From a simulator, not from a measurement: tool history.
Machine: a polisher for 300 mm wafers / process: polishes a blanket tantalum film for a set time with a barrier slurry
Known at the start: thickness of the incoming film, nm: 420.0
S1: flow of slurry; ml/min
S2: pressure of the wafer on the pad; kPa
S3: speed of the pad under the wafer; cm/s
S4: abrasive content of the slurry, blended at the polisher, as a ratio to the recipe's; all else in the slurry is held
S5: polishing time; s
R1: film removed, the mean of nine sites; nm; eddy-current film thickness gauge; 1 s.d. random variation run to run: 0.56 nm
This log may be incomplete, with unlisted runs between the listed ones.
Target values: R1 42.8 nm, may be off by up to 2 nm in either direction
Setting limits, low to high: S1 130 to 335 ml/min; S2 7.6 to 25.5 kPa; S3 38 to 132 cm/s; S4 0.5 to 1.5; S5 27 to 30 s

Run 1, hour 0: S1 215 ml/min, S2 16.5 kPa, S3 84 cm/s, S4 1, S5 30 s. Result: R1 59.582 nm.
Run 2, hour 7: S1 215 ml/min, S2 15.2 kPa, S3 84 cm/s, S4 1, S5 30 s. Result: R1 54.56 nm.
Run 3, hour 14.8: S1 215 ml/min, S2 14.5 kPa, S3 84 cm/s, S4 1, S5 30 s. Result: R1 52.78 nm.
Run 4, hour 21.9: S1 215 ml/min, S2 13.8 kPa, S3 84 cm/s, S4 1, S5 30 s. Result: R1 49.192 nm.
Run 5, hour 25.3: S1 215 ml/min, S2 13.8 kPa, S3 84 cm/s, S4 1.15, S5 30 s. Result: R1 52.972 nm.
Run 6, hour 29.4: S1 215 ml/min, S2 13.8 kPa, S3 84 cm/s, S4 1.25, S5 30 s. Result: R1 53.184 nm.
Run 7, hour 32.2: S1 215 ml/min, S2 13.8 kPa, S3 84 cm/s, S4 1.25, S5 30 s. Result: R1 53.451 nm.
Run 8, hour 36.3: S1 215 ml/min, S2 13.1 kPa, S3 84 cm/s, S4 1.25, S5 30 s. Result: R1 50.807 nm.
Run 9, hour 37.9: S1 215 ml/min, S2 12.4 kPa, S3 84 cm/s, S4 1.25, S5 30 s. Result: R1 48.722 nm.
Run 10, hour 45.9: S1 215 ml/min, S2 11.7 kPa, S3 84 cm/s, S4 1.25, S5 30 s. Result: R1 45.92 nm.

Below are 4 possible settings for the next run. Only one of them brings all results inside the allowed miss of their targets. Which is it?
Run A, hour 53.9: S1 235 ml/min, S2 11.7 kPa, S3 84 cm/s, S4 1.4, S5 27 s. Result: R1 ?.
Run B, hour 53.9: S1 210 ml/min, S2 13.1 kPa, S3 88 cm/s, S4 1.05, S5 30 s. Result: R1 ?.
Run C, hour 53.9: S1 245 ml/min, S2 12.4 kPa, S3 88 cm/s, S4 1.25, S5 30 s. Result: R1 ?.
Run D, hour 53.9: S1 205 ml/min, S2 13.1 kPa, S3 84 cm/s, S4 1.35, S5 28 s. Result: R1 ?.

move      R1
   A  42.796
   B  50.151
   C  50.978
   D  48.271
A: every result lands within tolerance
B: lands further from the targets than the last run did
C: lands further from the targets than the last run did
D: lands further from the targets than the last run did
Go with A: it meets all targets.
